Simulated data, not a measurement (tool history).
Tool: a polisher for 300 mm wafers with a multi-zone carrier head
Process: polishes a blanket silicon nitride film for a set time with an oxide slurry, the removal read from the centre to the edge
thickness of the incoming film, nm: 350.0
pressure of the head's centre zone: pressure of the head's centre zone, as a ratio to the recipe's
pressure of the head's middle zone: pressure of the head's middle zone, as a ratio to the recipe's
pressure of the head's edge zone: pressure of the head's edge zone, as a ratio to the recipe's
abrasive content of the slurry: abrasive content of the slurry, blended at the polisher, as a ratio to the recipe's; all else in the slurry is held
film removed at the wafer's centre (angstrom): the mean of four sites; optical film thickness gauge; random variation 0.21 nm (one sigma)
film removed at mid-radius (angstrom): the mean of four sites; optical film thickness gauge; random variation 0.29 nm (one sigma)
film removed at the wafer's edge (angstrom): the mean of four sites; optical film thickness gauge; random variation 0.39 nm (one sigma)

run	hour	flow of slurry (ml/min)	pressure of the head's centre zone	pressure of the head's middle zone	pressure of the head's edge zone	abrasive content of the slurry	polishing time (s)	film removed at the wafer's centre (angstrom)	film removed at mid-radius (angstrom)	film removed at the wafer's edge (angstrom)
1	0.0	170	1.00	1.00	1.00	1.00	40	459.86	397.41	427.48
2	3.9	170	1.00	1.00	1.00	0.85	40	432.54	381.37	400.61
3	8.4	170	1.05	1.00	1.00	0.85	40	453.37	384.30	393.60
4	9.7	160	1.00	1.00	1.00	0.75	40	416.04	364.86	378.59
5	17.5	160	1.00	1.00	1.00	0.75	49	503.09	449.50	470.42
6	20.8	150	0.96	1.00	1.01	0.70	46	433.32	400.17	416.63
7	24.1	140	0.93	1.00	1.04	0.65	45	395.21	369.63	401.53
8	26.5	135	0.90	1.01	1.05	0.60	44	361.53	350.08	373.71
9	32.5	130	0.88	1.02	1.07	0.60	43	337.32	340.38	375.26
10	36.5	110	0.81	0.98	0.99	0.50	40	260.71	275.32	299.79
# hour 40.6: centre zone pressure recalibrated
11	40.6	120	0.81	0.98	1.00	0.50	40	244.44	285.82	302.03
12	42.7	120	0.82	0.99	1.01	0.50	40	244.06	287.22	306.74

Forecast run 13:
13	50.2	120	0.83	1.00	1.02	0.50	40	?	?	?

Run 13 gave film removed at the wafer's centre (angstrom) 244.89, film removed at mid-radius (angstrom) 294.90, film removed at the wafer's edge (angstrom) 309.81.
